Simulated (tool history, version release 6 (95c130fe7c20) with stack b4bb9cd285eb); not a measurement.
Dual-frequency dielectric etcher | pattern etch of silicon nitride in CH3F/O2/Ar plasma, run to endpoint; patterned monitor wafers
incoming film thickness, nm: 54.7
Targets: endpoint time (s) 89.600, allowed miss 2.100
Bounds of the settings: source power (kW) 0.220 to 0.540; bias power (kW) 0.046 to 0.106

run 1 hour=0.0 | source_power_(kW)=0.380 bias_power_(kW)=0.076 | endpoint_time_(s)=77.682
run 2 hour=8.1 | source_power_(kW)=0.410 bias_power_(kW)=0.076 | endpoint_time_(s)=75.439
run 3 hour=15.9 | source_power_(kW)=0.370 bias_power_(kW)=0.074 | endpoint_time_(s)=80.126
run 4 hour=22.6 | source_power_(kW)=0.340 bias_power_(kW)=0.074 | endpoint_time_(s)=82.322
run 5 hour=25.0 | source_power_(kW)=0.340 bias_power_(kW)=0.087 | endpoint_time_(s)=78.700
run 6 hour=27.0 | source_power_(kW)=0.310 bias_power_(kW)=0.086 | endpoint_time_(s)=80.212
run 7 hour=35.5 | source_power_(kW)=0.310 bias_power_(kW)=0.086 | endpoint_time_(s)=81.562
run 8 hour=40.4 | source_power_(kW)=0.290 bias_power_(kW)=0.085 | endpoint_time_(s)=84.089
run 9 hour=47.3 | source_power_(kW)=0.230 bias_power_(kW)=0.082 | endpoint_time_(s)=92.235

4 next moves are on the table. One of them brings every result within its allowed miss. Which?
run A hour=54.2 | source_power_(kW)=0.270 bias_power_(kW)=0.066 | endpoint_time_(s)=?
run B hour=54.2 | source_power_(kW)=0.230 bias_power_(kW)=0.079 | endpoint_time_(s)=?
run C hour=54.2 | source_power_(kW)=0.220 bias_power_(kW)=0.098 | endpoint_time_(s)=?
run D hour=54.2 | source_power_(kW)=0.220 bias_power_(kW)=0.080 | endpoint_time_(s)=?

move=A endpoint_time_(s)=94.425
move=B endpoint_time_(s)=94.496
move=C endpoint_time_(s)=88.712
move=D endpoint_time_(s)=95.791
A: further off than the last run
B: further off than the last run
C: meets every target
D: further off than the last run
Move C is the one to make.
